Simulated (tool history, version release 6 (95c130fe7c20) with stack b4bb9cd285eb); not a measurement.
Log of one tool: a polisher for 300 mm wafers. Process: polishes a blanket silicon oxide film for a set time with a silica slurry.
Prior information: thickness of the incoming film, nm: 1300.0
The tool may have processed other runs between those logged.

run,day,flow of slurry (ml/min),pressure of the wafer on the pad (psi),speed of the pad under the wafer (cm/s),abrasive content of the slurry,polishing time (s),film removed (nm)
1,0.000,195,2.8,122,1.0,122,293.66
2,0.342,195,2.8,122,1.2,122,315.16
3,0.408,195,2.2,122,1.2,122,248.90
4,0.692,190,2.1,122,1.2,122,240.15
5,0.733,190,2.1,122,1.2,122,237.35
6,0.929,180,2.0,122,1.2,122,223.86
7,1.246,175,2.0,122,1.2,122,226.72
8,1.479,170,2.0,122,1.2,122,224.60
9,1.838,165,2.0,122,1.2,122,221.48

The next listed run, before its measurement:
10,1.979,160,2.0,122,1.2,122,?

Logged for run 10: film removed (nm) 220.69.
